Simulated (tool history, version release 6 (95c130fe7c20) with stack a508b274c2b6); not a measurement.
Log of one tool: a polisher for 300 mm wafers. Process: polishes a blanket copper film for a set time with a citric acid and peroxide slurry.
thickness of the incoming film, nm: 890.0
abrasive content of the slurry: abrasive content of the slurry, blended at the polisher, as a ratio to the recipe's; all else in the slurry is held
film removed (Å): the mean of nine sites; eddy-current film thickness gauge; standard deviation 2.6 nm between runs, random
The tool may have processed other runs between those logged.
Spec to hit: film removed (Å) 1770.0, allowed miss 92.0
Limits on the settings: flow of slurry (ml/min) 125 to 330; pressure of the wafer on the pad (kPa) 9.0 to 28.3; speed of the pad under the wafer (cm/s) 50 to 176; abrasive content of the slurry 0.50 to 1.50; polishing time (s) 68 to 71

| run | hour | flow of slurry (ml/min) | pressure of the wafer on the pad (kPa) | speed of the pad under the wafer (cm/s) | abrasive content of the slurry | polishing time (s) | film removed (Å) |
|---|---|---|---|---|---|---|---|
| 1 | 0.0 | 210 | 18.6 | 112 | 1.00 | 68 | 1421.5 |
| 2 | 4.8 | 210 | 18.6 | 112 | 1.00 | 71 | 1468.2 |
| 3 | 6.1 | 210 | 19.3 | 112 | 1.00 | 71 | 1502.5 |
| 4 | 14.6 | 210 | 20.0 | 112 | 1.00 | 71 | 1562.6 |
| 5 | 19.0 | 210 | 20.0 | 112 | 1.00 | 71 | 1578.1 |
| 6 | 21.9 | 210 | 20.0 | 112 | 0.90 | 71 | 1497.4 |
| 7 | 27.4 | 210 | 20.7 | 112 | 0.90 | 71 | 1591.3 |
| 8 | 30.0 | 210 | 21.4 | 112 | 0.90 | 71 | 1606.4 |
| 9 | 35.7 | 210 | 22.1 | 112 | 0.90 | 71 | 1684.4 |

Which one of the following 4 next-run settings gets every result inside its allowed miss? There is exactly one.
| A | 41.4 | 225 | 20.7 | 112 | 0.85 | 71 | ? |
| B | 41.4 | 245 | 22.1 | 118 | 0.80 | 71 | ? |
| C | 41.4 | 185 | 22.1 | 116 | 0.70 | 68 | ? |
| D | 41.4 | 215 | 23.4 | 116 | 1.05 | 71 | ? |

| move | film removed (Å) |
|---|---|
| A | 1570.6 |
| B | 1750.6 |
| C | 1539.3 |
| D | 1914.7 |
A: misses by more than the last run did
B: in spec on every target
C: misses by more than the last run did
D: carries the result that was furthest off beyond its target, to the other side
Answer: B

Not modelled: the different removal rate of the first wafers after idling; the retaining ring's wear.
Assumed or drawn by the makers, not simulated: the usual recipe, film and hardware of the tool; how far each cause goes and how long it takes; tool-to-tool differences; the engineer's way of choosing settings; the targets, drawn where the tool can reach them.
